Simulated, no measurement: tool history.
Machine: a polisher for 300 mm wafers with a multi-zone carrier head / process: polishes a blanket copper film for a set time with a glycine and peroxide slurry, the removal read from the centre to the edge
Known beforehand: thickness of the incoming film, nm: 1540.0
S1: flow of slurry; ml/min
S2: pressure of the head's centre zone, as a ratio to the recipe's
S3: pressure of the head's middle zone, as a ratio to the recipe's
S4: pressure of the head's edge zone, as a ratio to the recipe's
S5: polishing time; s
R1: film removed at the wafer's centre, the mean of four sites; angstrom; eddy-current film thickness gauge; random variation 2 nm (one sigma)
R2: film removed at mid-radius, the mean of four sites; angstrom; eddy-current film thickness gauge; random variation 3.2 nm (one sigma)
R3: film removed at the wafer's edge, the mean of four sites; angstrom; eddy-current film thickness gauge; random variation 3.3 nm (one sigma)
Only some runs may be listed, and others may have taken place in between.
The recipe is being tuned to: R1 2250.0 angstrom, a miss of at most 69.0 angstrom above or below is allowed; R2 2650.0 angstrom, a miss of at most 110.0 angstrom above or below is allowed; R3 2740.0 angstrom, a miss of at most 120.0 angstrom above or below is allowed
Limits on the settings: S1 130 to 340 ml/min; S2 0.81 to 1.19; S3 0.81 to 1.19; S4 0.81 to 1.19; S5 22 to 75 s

run  hour   S1    S2    S3    S4  S5      R1      R2      R3
  1   0.0  220  1.00  1.00  1.00  48  2663.3  2668.9  2707.3
  2   3.1  220  1.03  1.00  1.00  48  2769.9  2672.8  2738.6
  3   3.7  220  1.10  1.00  1.00  48  2898.0  2652.8  2697.3
  4   8.9  215  1.07  1.00  1.01  48  2888.0  2622.9  2696.9
  5  15.4  215  1.07  1.00  1.01  56  3288.1  3062.9  3107.5
  6  24.4  215  1.07  1.04  1.01  56  3302.5  3135.0  3194.1
  7  25.5  210  1.04  1.04  1.01  55  3189.8  3099.0  3128.8
  8  28.6  175  0.94  1.02  1.10  45  2282.5  2457.9  2630.4
  9  36.2  175  0.93  1.03  1.10  45  2217.2  2422.3  2564.8
 10  43.3  180  0.93  1.04  1.10  45  2233.4  2451.3  2592.8
 11  44.8  180  0.93  1.05  1.10  45  2216.3  2531.3  2677.2
 12  47.2  190  0.93  1.06  1.09  45  2258.4  2556.0  2607.1
 13  48.0  190  0.93  1.06  1.10  45  2254.5  2529.5  2615.9

Exactly one of the 5 candidate moves below puts every result within its allowed miss. Which one?
  A  48.8  190  0.90  1.13  1.03  43   ?   ?   ?
  B  48.8  135  0.90  1.07  1.08  50   ?   ?   ?
  C  48.8  210  0.95  0.99  1.08  43   ?   ?   ?
  D  48.8  170  1.01  1.05  1.02  42   ?   ?   ?
  E  48.8  180  1.03  1.19  0.94  41   ?   ?   ?

move      R1      R2      R3
   A  2104.1  2562.3  2444.1
   B  2251.2  2659.4  2760.7
   C  2261.0  2366.2  2536.9
   D  2254.7  2322.5  2342.3
   E  2274.5  2512.8  2213.1
A: brings the result that was furthest off to its target, and leaves another outside
B: hits every target within its allowed miss
C: further off than the last run
D: further off than the last run
E: further off than the last run
B meets every target.

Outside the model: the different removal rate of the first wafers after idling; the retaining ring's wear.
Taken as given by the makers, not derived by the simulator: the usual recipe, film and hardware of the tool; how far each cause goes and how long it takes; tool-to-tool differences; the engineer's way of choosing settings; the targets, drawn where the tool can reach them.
